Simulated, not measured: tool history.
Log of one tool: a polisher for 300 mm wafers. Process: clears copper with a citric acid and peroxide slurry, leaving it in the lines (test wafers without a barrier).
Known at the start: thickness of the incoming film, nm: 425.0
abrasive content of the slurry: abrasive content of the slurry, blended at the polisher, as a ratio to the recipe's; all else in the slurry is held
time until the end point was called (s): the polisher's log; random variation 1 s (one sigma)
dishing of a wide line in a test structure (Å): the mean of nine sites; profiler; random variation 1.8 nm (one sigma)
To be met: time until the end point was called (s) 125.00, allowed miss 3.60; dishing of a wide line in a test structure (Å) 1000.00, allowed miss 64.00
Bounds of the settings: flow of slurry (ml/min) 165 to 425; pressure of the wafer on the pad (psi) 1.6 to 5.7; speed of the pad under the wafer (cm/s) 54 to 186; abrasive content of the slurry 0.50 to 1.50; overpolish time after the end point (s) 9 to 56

run    day  flow of slurry (ml/min)  pressure of the wafer on the pad (psi)  speed of the pad under the wafer (cm/s)  abrasive content of the slurry  overpolish time after the end point (s)  time until the end point was called (s)  dishing of a wide line in a test structure (Å)
  1  0.000                      275                                     3.6                                      118                            1.00                                       29                                   152.11                                          572.47
  2  0.071                      275                                     3.6                                      118                            1.10                                       29                                   147.62                                          602.52
  3  0.100                      275                                     3.8                                      118                            1.15                                       33                                   140.24                                          709.96
  4  0.408                      210                                     3.8                                      118                            1.15                                       33                                   146.77                                          664.80
     0.729  -- slurry nozzle cleaned
  5  0.729                      240                                     3.9                                      118                            1.15                                       35                                   137.16                                          758.77
  6  0.771                      240                                     3.9                                      118                            1.15                                       44                                   137.57                                          911.79
  7  1.121                      260                                     4.0                                      118                            1.15                                       44                                   134.19                                          934.19
  8  1.250                      270                                     4.1                                      118                            1.15                                       44                                   131.13                                          924.35
  9  1.283                      270                                     4.2                                      118                            1.15                                       45                                   131.11                                          959.66

4 next moves are on the table. One of them brings every result within its allowed miss. Which?
  A  1.317                      170                                     5.2                                      102                            1.40                                       48                                        ?                                               ?
  B  1.317                      295                                     4.1                                      134                            1.15                                       35                                        ?                                               ?
  C  1.317                      300                                     3.8                                      128                            1.10                                       39                                        ?                                               ?
  D  1.317                      390                                     3.3                                      134                            1.40                                       46                                        ?                                               ?

move  time until the end point was called (s)  dishing of a wide line in a test structure (Å)
   A                                   129.38                                         1007.50
   B                                   116.04                                          852.96
   C                                   127.99                                          856.25
   D                                   123.27                                          982.61
A: nearer than the last run, and not there yet
B: takes the result that was furthest off past its target
C: brings the result that was furthest off to its target, and leaves another outside
D: meets every target
Answer: D
